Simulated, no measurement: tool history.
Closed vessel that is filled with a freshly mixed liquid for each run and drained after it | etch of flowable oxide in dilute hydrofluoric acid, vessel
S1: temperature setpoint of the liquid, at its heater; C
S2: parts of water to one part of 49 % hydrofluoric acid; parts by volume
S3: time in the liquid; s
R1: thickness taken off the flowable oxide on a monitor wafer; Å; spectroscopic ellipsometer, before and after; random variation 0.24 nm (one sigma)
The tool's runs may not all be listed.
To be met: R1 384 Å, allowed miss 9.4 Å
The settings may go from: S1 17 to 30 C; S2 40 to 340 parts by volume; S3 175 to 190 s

run,hour,S1,S2,S3,R1
1,0,22,190,175,256.1
2,7.2,21,190,175,246.87
3,13.9,21,190,190,266.96
4,15.3,23.5,190,190,290.86
5,21.3,25.5,185,190,326.97
6,27.1,27,185,190,343.08
7,32.1,28,185,190,357.76
8,36.3,28.5,185,190,363.6
# hour 40.9: thermometer replaced
9,40.9,30,185,190,364.1
10,45.2,30,180,190,373.1

Which of these 5 next moves meets every target?
A,49.5,30,170,190,?
B,49.5,26.5,155,185,?
C,49.5,25.5,150,175,?
D,49.5,30,165,185,?
E,49.5,30,190,190,?

move,R1
A,401.16
B,384.43
C,364.14
D,405.02
E,350.01
A: takes the result that was furthest off past its target
B: meets every target
C: further off than the last run
D: takes the result that was furthest off past its target
E: further off than the last run
The right move is B.
